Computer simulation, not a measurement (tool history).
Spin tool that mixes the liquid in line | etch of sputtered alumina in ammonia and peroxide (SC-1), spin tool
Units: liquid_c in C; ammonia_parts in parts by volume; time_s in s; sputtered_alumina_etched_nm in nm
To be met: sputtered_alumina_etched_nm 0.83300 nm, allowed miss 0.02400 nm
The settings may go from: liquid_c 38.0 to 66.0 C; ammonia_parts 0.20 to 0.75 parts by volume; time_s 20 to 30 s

run	hour	liquid_c	ammonia_parts	time_s	sputtered_alumina_etched_nm
1	0.0	50.0	0.45	30	1.57720
2	1.6	48.5	0.45	30	1.40940
3	9.3	48.5	0.40	30	1.42650
4	13.3	47.5	0.40	30	1.35110
5	21.5	46.5	0.40	30	1.24370
6	25.3	53.5	0.40	30	1.86890
7	31.2	52.0	0.40	30	1.71160
8	33.2	50.5	0.40	30	1.59720
9	37.7	49.0	0.40	30	1.45710
10	43.0	49.0	0.40	30	1.45810
11	50.6	48.0	0.40	30	1.36140

Which of these 5 next moves meets every target?
A	58.2	49.5	0.30	20	?
B	58.2	62.0	0.40	30	?
C	58.2	46.0	0.20	20	?
D	58.2	46.5	0.40	20	?
E	58.2	52.5	0.55	30	?

move	sputtered_alumina_etched_nm
A	0.98409
B	2.93750
C	0.77856
D	0.85556
E	1.84180
A: nearer than the last run, and not there yet
B: further off than the last run
C: takes the result that was furthest off past its target
D: meets every target
E: further off than the last run
Move D is the one to make.
